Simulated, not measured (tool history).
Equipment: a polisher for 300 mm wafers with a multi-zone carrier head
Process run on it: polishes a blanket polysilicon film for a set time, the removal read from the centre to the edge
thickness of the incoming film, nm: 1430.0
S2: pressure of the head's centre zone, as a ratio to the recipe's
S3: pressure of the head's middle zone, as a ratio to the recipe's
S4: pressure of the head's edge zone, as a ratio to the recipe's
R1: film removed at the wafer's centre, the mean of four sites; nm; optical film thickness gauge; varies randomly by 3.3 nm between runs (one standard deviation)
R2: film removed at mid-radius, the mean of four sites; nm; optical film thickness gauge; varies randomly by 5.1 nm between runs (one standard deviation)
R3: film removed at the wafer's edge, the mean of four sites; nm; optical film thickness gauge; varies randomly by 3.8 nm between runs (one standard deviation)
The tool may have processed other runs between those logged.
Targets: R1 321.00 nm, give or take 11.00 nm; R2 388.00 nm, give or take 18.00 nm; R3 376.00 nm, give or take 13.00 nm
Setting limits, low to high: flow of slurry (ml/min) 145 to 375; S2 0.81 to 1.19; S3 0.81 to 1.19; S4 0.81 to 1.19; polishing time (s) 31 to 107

Run 1, hour 0.0: flow of slurry (ml/min) 240, S2 1.00, S3 1.00, S4 1.00, polishing time (s) 69. Result: R1 481.47 nm, R2 483.45 nm, R3 476.76 nm.
Run 2, hour 5.6: flow of slurry (ml/min) 240, S2 1.00, S3 1.00, S4 1.00, polishing time (s) 86. Result: R1 597.51 nm, R2 583.87 nm, R3 601.67 nm.
Run 3, hour 6.2: flow of slurry (ml/min) 240, S2 1.00, S3 1.00, S4 1.00, polishing time (s) 95. Result: R1 665.40 nm, R2 659.93 nm, R3 653.03 nm.
Run 4, hour 7.9: flow of slurry (ml/min) 230, S2 0.97, S3 1.00, S4 0.98, polishing time (s) 87. Result: R1 595.38 nm, R2 595.55 nm, R3 614.51 nm.
Run 5, hour 13.0: flow of slurry (ml/min) 180, S2 0.97, S3 1.00, S4 0.98, polishing time (s) 87. Result: R1 559.99 nm, R2 571.56 nm, R3 582.85 nm.
Run 6, hour 16.1: flow of slurry (ml/min) 175, S2 0.95, S3 1.01, S4 0.98, polishing time (s) 80. Result: R1 506.41 nm, R2 538.06 nm, R3 535.35 nm.
Run 7, hour 19.1: flow of slurry (ml/min) 170, S2 0.93, S3 1.01, S4 0.98, polishing time (s) 74. Result: R1 462.84 nm, R2 490.40 nm, R3 496.41 nm.
Run 8, hour 20.6: flow of slurry (ml/min) 165, S2 0.91, S3 1.02, S4 0.98, polishing time (s) 70. Result: R1 417.89 nm, R2 454.01 nm, R3 466.44 nm.
Run 9, hour 21.5: flow of slurry (ml/min) 165, S2 0.90, S3 1.03, S4 0.97, polishing time (s) 67. Result: R1 398.33 nm, R2 453.62 nm, R3 438.43 nm.
Run 10, hour 27.9: flow of slurry (ml/min) 165, S2 0.88, S3 1.03, S4 0.96, polishing time (s) 65. Result: R1 380.69 nm, R2 425.49 nm, R3 421.43 nm.
Run 11, hour 29.3: flow of slurry (ml/min) 160, S2 0.87, S3 1.04, S4 0.96, polishing time (s) 64. Result: R1 365.89 nm, R2 423.81 nm, R3 419.66 nm.
Run 12, hour 37.1: flow of slurry (ml/min) 160, S2 0.86, S3 1.04, S4 0.95, polishing time (s) 63. Result: R1 361.80 nm, R2 422.55 nm, R3 409.13 nm.
Run 13, hour 39.4: flow of slurry (ml/min) 160, S2 0.85, S3 1.04, S4 0.95, polishing time (s) 62. Result: R1 346.18 nm, R2 407.40 nm, R3 403.30 nm.
Run 14, hour 47.3: flow of slurry (ml/min) 160, S2 0.84, S3 1.04, S4 0.94, polishing time (s) 62. Result: R1 342.77 nm, R2 417.69 nm, R3 406.18 nm.
Run 15, hour 49.6: flow of slurry (ml/min) 160, S2 0.84, S3 1.04, S4 0.93, polishing time (s) 61. Result: R1 336.35 nm, R2 401.77 nm, R3 387.79 nm.
Run 16, hour 57.3: flow of slurry (ml/min) 160, S2 0.83, S3 1.04, S4 0.93, polishing time (s) 61. Result: R1 333.93 nm, R2 404.40 nm, R3 396.81 nm.
Run 17, hour 61.5: flow of slurry (ml/min) 160, S2 0.83, S3 1.04, S4 0.92, polishing time (s) 61. Result: R1 332.70 nm, R2 399.48 nm, R3 387.04 nm.

4 next moves are on the table. One of them brings every result within its allowed miss. Which?
Run A, hour 65.7: flow of slurry (ml/min) 150, S2 0.81, S3 1.07, S4 0.91, polishing time (s) 63. Result: R1 ?, R2 ?, R3 ?.
Run B, hour 65.7: flow of slurry (ml/min) 155, S2 0.90, S3 1.00, S4 0.86, polishing time (s) 61. Result: R1 ?, R2 ?, R3 ?.
Run C, hour 65.7: flow of slurry (ml/min) 180, S2 0.92, S3 0.98, S4 0.99, polishing time (s) 58. Result: R1 ?, R2 ?, R3 ?.
Run D, hour 65.7: flow of slurry (ml/min) 155, S2 0.85, S3 1.05, S4 0.95, polishing time (s) 58. Result: R1 ?, R2 ?, R3 ?.

move      R1      R2      R3
   A  329.44  435.01  387.61
   B  357.65  400.58  368.12
   C  359.96  386.14  382.28
   D  321.12  397.01  366.16
A: brings the last run's worst result on target, with another outside its allowed miss
B: misses by more than the last run did
C: misses by more than the last run did
D: meets every target
D is the move that brings every result within its allowed miss.

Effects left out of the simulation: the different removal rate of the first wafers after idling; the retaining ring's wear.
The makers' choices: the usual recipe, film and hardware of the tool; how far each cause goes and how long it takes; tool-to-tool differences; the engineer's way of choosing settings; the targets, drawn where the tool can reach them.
